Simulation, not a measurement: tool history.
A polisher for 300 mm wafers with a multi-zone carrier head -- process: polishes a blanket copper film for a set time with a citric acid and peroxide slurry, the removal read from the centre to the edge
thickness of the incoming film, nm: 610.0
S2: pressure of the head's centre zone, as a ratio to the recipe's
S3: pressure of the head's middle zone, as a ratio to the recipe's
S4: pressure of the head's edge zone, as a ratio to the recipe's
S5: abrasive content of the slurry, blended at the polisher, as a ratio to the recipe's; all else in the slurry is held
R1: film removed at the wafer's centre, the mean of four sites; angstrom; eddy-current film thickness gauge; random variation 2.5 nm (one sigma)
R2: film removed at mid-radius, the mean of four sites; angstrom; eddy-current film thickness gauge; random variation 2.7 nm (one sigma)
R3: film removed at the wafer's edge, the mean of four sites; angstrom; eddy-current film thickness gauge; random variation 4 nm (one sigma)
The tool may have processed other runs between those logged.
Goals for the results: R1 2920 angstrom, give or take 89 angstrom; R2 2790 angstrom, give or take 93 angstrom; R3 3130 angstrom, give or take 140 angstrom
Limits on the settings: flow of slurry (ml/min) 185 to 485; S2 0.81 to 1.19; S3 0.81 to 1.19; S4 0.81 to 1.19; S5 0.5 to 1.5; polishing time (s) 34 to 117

Run 1, hour 0: flow of slurry (ml/min) 310, S2 1, S3 1, S4 1, S5 1, polishing time (s) 75. Result: R1 2431.3 angstrom, R2 2444 angstrom, R3 2469 angstrom.
Run 2, hour 8.6: flow of slurry (ml/min) 310, S2 1.01, S3 0.99, S4 1.05, S5 1.15, polishing time (s) 76. Result: R1 2514.3 angstrom, R2 2505.4 angstrom, R3 2612.7 angstrom.
Run 3, hour 9.3: flow of slurry (ml/min) 245, S2 1.01, S3 0.99, S4 1.05, S5 1.15, polishing time (s) 76. Result: R1 2526.1 angstrom, R2 2464.3 angstrom, R3 2551.6 angstrom.
Run 4, hour 10.7: flow of slurry (ml/min) 245, S2 1.01, S3 0.95, S4 1.05, S5 1.15, polishing time (s) 76. Result: R1 2535.5 angstrom, R2 2421.7 angstrom, R3 2588.9 angstrom.
Run 5, hour 11.4: flow of slurry (ml/min) 245, S2 1.01, S3 0.88, S4 1.05, S5 1.15, polishing time (s) 76. Result: R1 2501.4 angstrom, R2 2284.2 angstrom, R3 2599.1 angstrom.
Run 6, hour 15: flow of slurry (ml/min) 245, S2 1.09, S3 0.88, S4 1.05, S5 1.15, polishing time (s) 76. Result: R1 2647.3 angstrom, R2 2280.9 angstrom, R3 2603.6 angstrom.
Run 7, hour 16.2: flow of slurry (ml/min) 260, S2 1.07, S3 0.91, S4 1.09, S5 1.25, polishing time (s) 77. Result: R1 2691 angstrom, R2 2376.5 angstrom, R3 2762.2 angstrom.
Run 8, hour 18.2: flow of slurry (ml/min) 270, S2 1.07, S3 0.95, S4 1.11, S5 1.35, polishing time (s) 78. Result: R1 2775.4 angstrom, R2 2544.2 angstrom, R3 2775.5 angstrom.
Run 9, hour 19.1: flow of slurry (ml/min) 280, S2 1.06, S3 0.95, S4 1.13, S5 1.4, polishing time (s) 80. Result: R1 2830.5 angstrom, R2 2611.1 angstrom, R3 2977.1 angstrom.
Run 10, hour 22.9: flow of slurry (ml/min) 285, S2 1.06, S3 0.96, S4 1.14, S5 1.45, polishing time (s) 80. Result: R1 2843.9 angstrom, R2 2649.4 angstrom, R3 2965.1 angstrom.

Of the 4 settings listed for the next run, only one would bring every result within its allowed miss of target. Which one?
Run A, hour 26.7: flow of slurry (ml/min) 330, S2 1.07, S3 1.12, S4 1.14, S5 1.45, polishing time (s) 76. Result: R1 ?, R2 ?, R3 ?.
Run B, hour 26.7: flow of slurry (ml/min) 250, S2 1.08, S3 1.07, S4 1.1, S5 1.35, polishing time (s) 79. Result: R1 ?, R2 ?, R3 ?.
Run C, hour 26.7: flow of slurry (ml/min) 195, S2 1, S3 0.85, S4 1.18, S5 1.45, polishing time (s) 83. Result: R1 ?, R2 ?, R3 ?.
Run D, hour 26.7: flow of slurry (ml/min) 420, S2 1.01, S3 0.96, S4 1.17, S5 1.45, polishing time (s) 83. Result: R1 ?, R2 ?, R3 ?.

move      R1      R2      R3
   A  2728.6  2860.6  2797.5
   B  2768.2  2785.6  2788.6
   C  2736.6    2430  3041.3
   D  2907.5  2801.6  3136.5
A: corrects the largest miss of the last run, while another result sits out of spec
B: corrects the largest miss of the last run, while another result sits out of spec
C: moves away from the targets compared with the last run
D: all results in spec
Go with D: it meets all targets.
